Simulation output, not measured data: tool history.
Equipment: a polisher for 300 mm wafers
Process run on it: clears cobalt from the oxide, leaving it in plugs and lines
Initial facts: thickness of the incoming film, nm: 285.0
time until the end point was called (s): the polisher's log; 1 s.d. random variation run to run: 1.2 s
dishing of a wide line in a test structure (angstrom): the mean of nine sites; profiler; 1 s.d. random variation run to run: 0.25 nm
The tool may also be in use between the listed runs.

| run | day | flow of slurry (ml/min) | pressure of the wafer on the pad (kPa) | speed of the pad under the wafer (cm/s) | overpolish time after the end point (s) | time until the end point was called (s) | dishing of a wide line in a test structure (angstrom) |
|---|---|---|---|---|---|---|---|
| 1 | 0 | 190 | 11.7 | 94 | 11 | 82.058 | 253.27 |
| 2 | 0.05 | 190 | 11.7 | 78 | 11 | 96.993 | 228.14 |
| 3 | 0.321 | 215 | 11.7 | 78 | 11 | 93.468 | 224.67 |
| 4 | 0.529 | 215 | 11.7 | 86 | 11 | 87.811 | 241.09 |
| 5 | 0.788 | 215 | 11.7 | 86 | 13 | 88.003 | 277.62 |
| 6 | 1.125 | 215 | 11.7 | 94 | 13 | 80.692 | 303.88 |
| 7 | 1.246 | 215 | 10.3 | 94 | 12 | 90.527 | 253.45 |
| 8 | 1.604 | 215 | 9.7 | 94 | 11 | 97.251 | 231.32 |
| 9 | 1.904 | 215 | 9 | 94 | 10 | 102.6 | 199.44 |
| 10 | 2.071 | 210 | 8.3 | 94 | 10 | 112.2 | 189.36 |
| 11 | 2.238 | 205 | 8.3 | 94 | 10 | 109.88 | 183.36 |

Run 12, settings as shown, results not yet in. Your forecast:
| 12 | 2.404 | 195 | 8.3 | 94 | 10 | ? | ? |

time until the end point was called (s): 113.58
dishing of a wide line in a test structure (angstrom): 188.5
